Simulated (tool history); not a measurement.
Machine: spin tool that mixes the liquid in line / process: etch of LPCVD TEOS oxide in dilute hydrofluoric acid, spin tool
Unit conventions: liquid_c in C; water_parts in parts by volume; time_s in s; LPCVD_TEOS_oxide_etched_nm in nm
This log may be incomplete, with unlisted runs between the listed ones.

Run 1, hour 0: liquid_c 25 C, water_parts 50 parts by volume, time_s 55 s. Result: LPCVD_TEOS_oxide_etched_nm 34.911 nm.
Run 2, hour 3.1: liquid_c 28 C, water_parts 50 parts by volume, time_s 55 s. Result: LPCVD_TEOS_oxide_etched_nm 40.097 nm.
Run 3, hour 9.6: liquid_c 29.5 C, water_parts 45 parts by volume, time_s 55 s. Result: LPCVD_TEOS_oxide_etched_nm 47.072 nm.
Run 4, hour 16.8: liquid_c 29.5 C, water_parts 45 parts by volume, time_s 60 s. Result: LPCVD_TEOS_oxide_etched_nm 51.834 nm.
Run 5, hour 25.5: liquid_c 30.5 C, water_parts 40 parts by volume, time_s 60 s. Result: LPCVD_TEOS_oxide_etched_nm 60.504 nm.
Run 6, hour 29.3: liquid_c 33 C, water_parts 40 parts by volume, time_s 60 s. Result: LPCVD_TEOS_oxide_etched_nm 65.874 nm.

Run 7 is up next; what results do you expect?
Run 7, hour 36.3: liquid_c 33 C, water_parts 30 parts by volume, time_s 60 s. Result: LPCVD_TEOS_oxide_etched_nm ?.

{"run 7": {"LPCVD_TEOS_oxide_etched_nm": 90.287}}
